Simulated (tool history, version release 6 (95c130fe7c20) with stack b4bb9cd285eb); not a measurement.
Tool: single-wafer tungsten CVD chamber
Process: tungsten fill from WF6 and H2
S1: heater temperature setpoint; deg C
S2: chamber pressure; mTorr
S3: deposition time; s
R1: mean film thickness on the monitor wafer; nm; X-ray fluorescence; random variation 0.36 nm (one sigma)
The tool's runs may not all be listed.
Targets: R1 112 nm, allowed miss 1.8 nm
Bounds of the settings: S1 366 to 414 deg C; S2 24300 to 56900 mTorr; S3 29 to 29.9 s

{"run": 1, "hour": 0.0, "S1": 390, "S2": 40600, "S3": 29, "R1": 79.309}
{"run": 2, "hour": 3.8, "S1": 390, "S2": 47800, "S3": 29, "R1": 85.343}
{"run": 3, "hour": 4.8, "S1": 390, "S2": 47800, "S3": 29.9, "R1": 87.235}
{"run": 4, "hour": 7.4, "S1": 390, "S2": 47800, "S3": 29.9, "R1": 87.103}
{"run": 5, "hour": 15.1, "S1": 393, "S2": 47900, "S3": 29.9, "R1": 93.388}
{"run": 6, "hour": 19.2, "S1": 395, "S2": 48000, "S3": 29.9, "R1": 97.372}
{"run": 7, "hour": 20.8, "S1": 397, "S2": 48000, "S3": 29.9, "R1": 102.12}
{"run": 8, "hour": 25.2, "S1": 398, "S2": 48000, "S3": 29.9, "R1": 104.52}
{"run": 9, "hour": 28.4, "S1": 398, "S2": 48000, "S3": 29.9, "R1": 104.97}
{"run": 10, "hour": 29.2, "S1": 399, "S2": 48000, "S3": 29.9, "R1": 106.3}
{"run": 11, "hour": 37.0, "S1": 400, "S2": 48000, "S3": 29.9, "R1": 108.71}

5 next moves are on the table. One of them brings every result within its allowed miss. Which?
{"run": "A", "hour": 44.8, "S1": 401, "S2": 42600, "S3": 29.9, "R1": "?"}
{"run": "B", "hour": 44.8, "S1": 399, "S2": 47300, "S3": 29.5, "R1": "?"}
{"run": "C", "hour": 44.8, "S1": 399, "S2": 49200, "S3": 29, "R1": "?"}
{"run": "D", "hour": 44.8, "S1": 399, "S2": 51100, "S3": 29, "R1": "?"}
{"run": "E", "hour": 44.8, "S1": 405, "S2": 43700, "S3": 29, "R1": "?"}

move=A R1=105.03
move=B R1=104.17
move=C R1=104.17
move=D R1=105.92
move=E R1=111.62
A: further off than the last run
B: further off than the last run
C: further off than the last run
D: further off than the last run
E: meets every target
Answer: E
